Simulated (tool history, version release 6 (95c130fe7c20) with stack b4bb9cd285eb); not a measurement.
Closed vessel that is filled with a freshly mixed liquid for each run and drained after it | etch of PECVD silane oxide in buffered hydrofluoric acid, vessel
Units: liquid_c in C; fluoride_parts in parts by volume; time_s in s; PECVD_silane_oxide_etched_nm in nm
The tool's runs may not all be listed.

{"run": 1, "hour": 0.0, "liquid_c": 22, "fluoride_parts": 8.5, "time_s": 35, "PECVD_silane_oxide_etched_nm": 55.063}
{"run": 2, "hour": 8.8, "liquid_c": 19, "fluoride_parts": 8.5, "time_s": 35, "PECVD_silane_oxide_etched_nm": 46.968}
{"run": 3, "hour": 14.5, "liquid_c": 18.5, "fluoride_parts": 9, "time_s": 35, "PECVD_silane_oxide_etched_nm": 42.809}
{"run": 4, "hour": 17.6, "liquid_c": 18.5, "fluoride_parts": 11.5, "time_s": 35, "PECVD_silane_oxide_etched_nm": 34.945}
{"hour": 23.8, "done": "thermometer replaced"}
{"run": 5, "hour": 23.8, "liquid_c": 22, "fluoride_parts": 11.5, "time_s": 35, "PECVD_silane_oxide_etched_nm": 39.167}
{"run": 6, "hour": 32.1, "liquid_c": 22, "fluoride_parts": 9.5, "time_s": 35, "PECVD_silane_oxide_etched_nm": 45.974}
{"run": 7, "hour": 33.3, "liquid_c": 21.5, "fluoride_parts": 10, "time_s": 35, "PECVD_silane_oxide_etched_nm": 43.232}
{"run": 8, "hour": 37.9, "liquid_c": 21, "fluoride_parts": 10.5, "time_s": 35, "PECVD_silane_oxide_etched_nm": 40.517}
{"run": 9, "hour": 45.9, "liquid_c": 20.5, "fluoride_parts": 11, "time_s": 35, "PECVD_silane_oxide_etched_nm": 37.509}

Forecast run 10:
{"run": 10, "hour": 51.9, "liquid_c": 17, "fluoride_parts": 13.5, "time_s": 35, "PECVD_silane_oxide_etched_nm": "?"}

PECVD_silane_oxide_etched_nm: 25.154 nm
